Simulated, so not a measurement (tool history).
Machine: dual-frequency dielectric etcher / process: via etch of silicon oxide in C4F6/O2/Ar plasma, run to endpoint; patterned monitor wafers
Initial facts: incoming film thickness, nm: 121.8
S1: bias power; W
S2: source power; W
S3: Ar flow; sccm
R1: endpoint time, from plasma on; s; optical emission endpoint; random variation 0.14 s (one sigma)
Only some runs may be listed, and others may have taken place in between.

run  hour   S1   S2   S3      R1
  1     0  486  260  240  34.273
  2   7.1  517  260  240  33.207
  3   9.5  539  260  240  33.003
  4  16.5  539  260  210   32.82
  5  18.8  561  260  210   32.12
  6  24.8  561  260  243  32.415
  7  33.3  580  260  243  32.203
  8  41.3  598  260  242  32.011

Run 9, settings as shown, results not yet in. Your forecast:
  9  49.4  612  260  241   ?

{"run 9": {"R1": 31.262}}
